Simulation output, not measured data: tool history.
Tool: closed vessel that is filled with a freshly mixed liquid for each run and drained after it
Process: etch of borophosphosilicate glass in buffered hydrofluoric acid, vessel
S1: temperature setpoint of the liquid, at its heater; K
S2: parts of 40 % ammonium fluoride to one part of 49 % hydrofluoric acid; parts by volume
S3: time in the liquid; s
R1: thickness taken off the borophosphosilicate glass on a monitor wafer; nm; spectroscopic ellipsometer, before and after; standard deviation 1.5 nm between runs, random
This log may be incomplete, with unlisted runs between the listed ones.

run,hour,S1,S2,S3,R1
1,0,297.15,13.5,90,83.436
2,4.9,297.15,11.5,90,96.415
3,13.7,293.65,11.5,90,81.438
4,20.7,292.15,11.5,90,73.772
5,27.5,292.15,9,90,93.417
# hour 34.2: hydrofluoric acid flow meter replaced
6,34.2,290.65,9,90,92.513
7,40.2,293.65,9,90,109.43
8,42.4,295.15,9,90,115.82
9,44.1,296.65,9,90,130.03
10,47.8,297.15,9,90,132.24
11,52.9,297.65,9,90,135.83
12,61.9,298.15,9,90,139.52

Estimate the outcome of run 13 from the log above:
13,69.2,298.65,9,90,?

{"run 13": {"R1": 141.83}}

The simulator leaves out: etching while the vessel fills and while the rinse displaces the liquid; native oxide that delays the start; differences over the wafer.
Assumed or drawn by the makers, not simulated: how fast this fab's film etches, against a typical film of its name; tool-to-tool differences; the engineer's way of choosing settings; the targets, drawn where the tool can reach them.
